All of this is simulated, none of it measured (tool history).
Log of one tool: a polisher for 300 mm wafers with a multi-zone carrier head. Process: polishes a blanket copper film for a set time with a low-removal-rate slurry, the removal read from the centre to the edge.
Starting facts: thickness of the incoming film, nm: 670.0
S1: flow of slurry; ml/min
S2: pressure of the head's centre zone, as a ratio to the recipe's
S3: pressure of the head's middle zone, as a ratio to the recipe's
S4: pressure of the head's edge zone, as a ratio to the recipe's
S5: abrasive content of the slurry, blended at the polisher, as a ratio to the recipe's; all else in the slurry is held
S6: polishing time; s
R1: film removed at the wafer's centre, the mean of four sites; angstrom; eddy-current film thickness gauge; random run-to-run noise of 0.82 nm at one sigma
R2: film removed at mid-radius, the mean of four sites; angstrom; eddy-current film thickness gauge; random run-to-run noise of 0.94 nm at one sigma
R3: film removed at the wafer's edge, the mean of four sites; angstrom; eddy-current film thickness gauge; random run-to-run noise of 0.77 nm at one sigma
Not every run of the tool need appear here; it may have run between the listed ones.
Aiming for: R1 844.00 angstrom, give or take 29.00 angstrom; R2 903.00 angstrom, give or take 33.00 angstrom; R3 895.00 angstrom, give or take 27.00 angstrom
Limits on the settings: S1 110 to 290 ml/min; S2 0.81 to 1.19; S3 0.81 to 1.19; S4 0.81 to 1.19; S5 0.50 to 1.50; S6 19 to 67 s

run,hour,S1,S2,S3,S4,S5,S6,R1,R2,R3
1,0.0,185,1.00,1.00,1.00,1.00,43,741.44,749.73,768.34
2,3.4,165,1.00,1.00,1.00,1.00,43,723.31,721.80,751.86
3,7.2,190,1.00,1.02,1.03,1.05,43,761.13,766.90,780.61
4,13.0,205,0.98,1.03,1.06,1.10,43,756.15,785.08,818.52
5,21.0,180,0.98,1.03,1.06,1.10,43,753.00,791.03,813.30
6,28.6,180,0.98,0.97,1.06,1.10,43,738.98,748.41,810.14
7,32.7,190,0.99,1.01,1.09,1.15,43,754.92,770.32,820.51
8,37.4,200,0.99,1.04,1.10,1.20,43,789.80,810.52,838.77
9,41.8,250,0.96,1.11,1.16,1.25,43,801.45,900.40,909.29
10,45.8,255,0.97,1.11,1.15,1.25,43,788.12,889.43,909.11

4 candidate next runs follow, results not yet known. Just one meets every target within its allowed miss. Identify it.
A,49.8,290,0.85,1.04,1.06,1.50,43,?,?,?
B,49.8,205,1.01,1.11,1.11,1.40,44,?,?,?
C,49.8,250,0.89,1.06,1.18,1.25,44,?,?,?
D,49.8,250,0.91,1.09,1.18,1.25,43,?,?,?

move,R1,R2,R3
A,769.95,893.97,899.47
B,856.65,909.22,897.12
C,766.98,871.23,915.38
D,763.81,870.65,894.24
A: its largest miss is bigger than the last run's
B: meets every target
C: its largest miss is bigger than the last run's
D: its largest miss is bigger than the last run's
Move B is the one to make.
